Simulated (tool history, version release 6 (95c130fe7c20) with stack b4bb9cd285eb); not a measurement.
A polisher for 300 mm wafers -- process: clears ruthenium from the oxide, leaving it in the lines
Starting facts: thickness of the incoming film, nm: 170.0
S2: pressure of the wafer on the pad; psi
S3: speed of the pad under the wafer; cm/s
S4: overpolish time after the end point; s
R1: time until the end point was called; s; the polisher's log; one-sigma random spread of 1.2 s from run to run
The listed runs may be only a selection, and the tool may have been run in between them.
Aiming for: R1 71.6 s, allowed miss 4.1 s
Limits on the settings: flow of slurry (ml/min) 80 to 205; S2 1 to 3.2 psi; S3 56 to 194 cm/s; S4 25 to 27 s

{"run": 1, "hour": 0.0, "flow of slurry (ml/min)": 135, "S2": 2.1, "S3": 124, "S4": 25, "R1": 134.72}
{"run": 2, "hour": 3.7, "flow of slurry (ml/min)": 135, "S2": 2.1, "S3": 110, "S4": 25, "R1": 151.03}
{"run": 3, "hour": 8.4, "flow of slurry (ml/min)": 135, "S2": 2.4, "S3": 118, "S4": 25, "R1": 130.12}
{"run": 4, "hour": 12.9, "flow of slurry (ml/min)": 135, "S2": 2.4, "S3": 118, "S4": 27, "R1": 127.77}
{"run": 5, "hour": 17.8, "flow of slurry (ml/min)": 110, "S2": 2.4, "S3": 118, "S4": 27, "R1": 138.53}
{"run": 6, "hour": 20.7, "flow of slurry (ml/min)": 125, "S2": 2.6, "S3": 126, "S4": 27, "R1": 112.79}
{"run": 7, "hour": 24.4, "flow of slurry (ml/min)": 135, "S2": 2.8, "S3": 130, "S4": 27, "R1": 103}
{"run": 8, "hour": 25.7, "flow of slurry (ml/min)": 140, "S2": 2.9, "S3": 138, "S4": 27, "R1": 92.256}
{"run": 9, "hour": 26.6, "flow of slurry (ml/min)": 145, "S2": 3, "S3": 142, "S4": 27, "R1": 87.818}
{"run": 10, "hour": 27.8, "flow of slurry (ml/min)": 145, "S2": 3.1, "S3": 148, "S4": 27, "R1": 82.534}

5 candidate next runs follow, results not yet known. Just one meets every target within its allowed miss. Identify it.
{"run": "A", "hour": 29.0, "flow of slurry (ml/min)": 125, "S2": 2.8, "S3": 194, "S4": 25, "R1": "?"}
{"run": "B", "hour": 29.0, "flow of slurry (ml/min)": 165, "S2": 3.2, "S3": 180, "S4": 26, "R1": "?"}
{"run": "C", "hour": 29.0, "flow of slurry (ml/min)": 140, "S2": 3, "S3": 156, "S4": 27, "R1": "?"}
{"run": "D", "hour": 29.0, "flow of slurry (ml/min)": 120, "S2": 3.1, "S3": 152, "S4": 27, "R1": "?"}
{"run": "E", "hour": 29.0, "flow of slurry (ml/min)": 145, "S2": 3.2, "S3": 142, "S4": 25, "R1": "?"}

move=A R1=69.724
move=B R1=63.392
move=C R1=79.434
move=D R1=81.974
move=E R1=81.812
A: meets every target
B: moves the result that the last run missed by most past its target, out the other side
C: closes in on the targets versus the last run, not all within tolerance yet
D: closes in on the targets versus the last run, not all within tolerance yet
E: closes in on the targets versus the last run, not all within tolerance yet
A meets every target.
